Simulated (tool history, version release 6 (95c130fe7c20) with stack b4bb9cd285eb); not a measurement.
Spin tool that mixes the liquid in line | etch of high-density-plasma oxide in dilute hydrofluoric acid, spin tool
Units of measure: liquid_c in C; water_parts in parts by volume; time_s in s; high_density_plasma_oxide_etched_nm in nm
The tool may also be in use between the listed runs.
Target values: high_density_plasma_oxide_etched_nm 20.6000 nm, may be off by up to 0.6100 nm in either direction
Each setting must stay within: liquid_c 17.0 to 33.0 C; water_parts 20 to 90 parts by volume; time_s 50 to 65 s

run	hour	liquid_c	water_parts	time_s	high_density_plasma_oxide_etched_nm
1	0.0	25.0	50	65	6.6384
2	6.1	21.5	50	65	5.7795
3	13.5	23.5	45	65	7.0740
4	14.6	25.0	40	65	8.4439
5	21.8	25.0	40	50	6.5930
6	27.6	26.5	35	55	8.8355
7	31.0	27.5	30	55	10.6510
8	36.8	31.5	20	65	22.7540

Pick the move, out of 4, that brings all results within their allowed miss; only one does.
A	42.6	33.0	25	65	?
B	42.6	31.5	20	55	?
C	42.6	30.0	20	60	?
D	42.6	33.0	20	55	?

move	high_density_plasma_oxide_etched_nm
A	18.8260
B	18.9230
C	19.4340
D	20.0880
A: moves the result that the last run missed by most past its target, out the other side
B: moves the result that the last run missed by most past its target, out the other side
C: moves the result that the last run missed by most past its target, out the other side
D: every result within its allowed miss
The move that meets every target is D.
